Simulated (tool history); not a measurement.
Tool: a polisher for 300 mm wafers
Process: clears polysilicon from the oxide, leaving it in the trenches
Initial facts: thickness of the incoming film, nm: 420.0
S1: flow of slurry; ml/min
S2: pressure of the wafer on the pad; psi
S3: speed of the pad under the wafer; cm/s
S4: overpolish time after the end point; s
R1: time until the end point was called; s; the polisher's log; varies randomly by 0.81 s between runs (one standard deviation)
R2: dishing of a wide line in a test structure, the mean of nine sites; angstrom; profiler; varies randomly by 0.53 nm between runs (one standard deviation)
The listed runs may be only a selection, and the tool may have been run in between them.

Run 1, hour 0: S1 190 ml/min, S2 2.6 psi, S3 112 cm/s, S4 14 s. Result: R1 29.196 s, R2 544.1 angstrom.
Run 2, hour 8.5: S1 190 ml/min, S2 2.5 psi, S3 112 cm/s, S4 13 s. Result: R1 30.595 s, R2 534.96 angstrom.
Run 3, hour 10.9: S1 190 ml/min, S2 2.5 psi, S3 112 cm/s, S4 19 s. Result: R1 30.166 s, R2 560.09 angstrom.
Run 4, hour 18.7: S1 190 ml/min, S2 2.5 psi, S3 100 cm/s, S4 19 s. Result: R1 35.07 s, R2 549.22 angstrom.
Run 5, hour 24.4: S1 190 ml/min, S2 2.4 psi, S3 100 cm/s, S4 18 s. Result: R1 36.576 s, R2 549.85 angstrom.
Run 6, hour 30.1: S1 190 ml/min, S2 2.3 psi, S3 100 cm/s, S4 16 s. Result: R1 35.457 s, R2 534.3 angstrom.
Run 7, hour 36.8: S1 190 ml/min, S2 2.2 psi, S3 98 cm/s, S4 15 s. Result: R1 38.646 s, R2 529.59 angstrom.

Run 8 is up next; what results do you expect?
Run 8, hour 40.3: S1 190 ml/min, S2 2.1 psi, S3 98 cm/s, S4 14 s. Result: R1 ?, R2 ?.

For run 8 the tool returned R1 40.058 s, R2 522.38 angstrom.
